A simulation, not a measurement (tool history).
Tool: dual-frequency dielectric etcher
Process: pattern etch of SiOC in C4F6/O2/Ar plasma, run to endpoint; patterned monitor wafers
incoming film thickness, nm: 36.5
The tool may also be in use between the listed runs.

run 1 hour=0.0 | bias_power_(kW)=0.619 source_power_(kW)=0.260 | endpoint_time_(s)=13.257
run 2 hour=3.3 | bias_power_(kW)=0.727 source_power_(kW)=0.260 | endpoint_time_(s)=12.305
run 3 hour=6.6 | bias_power_(kW)=0.727 source_power_(kW)=0.240 | endpoint_time_(s)=12.878
run 4 hour=14.1 | bias_power_(kW)=0.691 source_power_(kW)=0.240 | endpoint_time_(s)=13.105
run 5 hour=18.5 | bias_power_(kW)=0.658 source_power_(kW)=0.240 | endpoint_time_(s)=13.524
run 6 hour=20.5 | bias_power_(kW)=0.658 source_power_(kW)=0.210 | endpoint_time_(s)=13.995

Run 7 comes next. What will it give?
run 7 hour=24.3 | bias_power_(kW)=0.639 source_power_(kW)=0.210 | endpoint_time_(s)=?

{"run 7": {"endpoint time (s)": 14.156}}

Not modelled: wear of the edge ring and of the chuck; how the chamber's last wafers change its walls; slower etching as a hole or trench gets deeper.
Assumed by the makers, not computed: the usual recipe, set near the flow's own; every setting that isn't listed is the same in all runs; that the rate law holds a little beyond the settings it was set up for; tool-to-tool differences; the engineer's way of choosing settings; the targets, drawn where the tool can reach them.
